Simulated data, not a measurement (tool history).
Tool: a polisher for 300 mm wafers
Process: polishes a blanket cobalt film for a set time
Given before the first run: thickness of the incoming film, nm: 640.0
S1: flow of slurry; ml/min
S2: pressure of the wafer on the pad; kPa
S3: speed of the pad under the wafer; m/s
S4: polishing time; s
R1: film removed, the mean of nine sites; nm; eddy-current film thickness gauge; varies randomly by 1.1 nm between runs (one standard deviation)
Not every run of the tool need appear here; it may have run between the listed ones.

run  hour   S1   S2    S3  S4       R1
  1   0.0  270  9.7  0.94  29  103.450
  2   1.8  270  9.0  0.94  29   95.983
  3   8.3  210  9.0  0.94  29   93.753
  4  12.8  210  9.0  1.10  29  104.500
  5  15.6  210  8.3  1.08  29   97.161
  6  21.7  210  8.3  1.20  29  106.040
  7  28.6  210  7.6  1.18  29   96.950

Estimate the outcome of run 8 from the log above:
  8  34.2  210  6.9  1.18  29   ?

R1: 86.945 nm
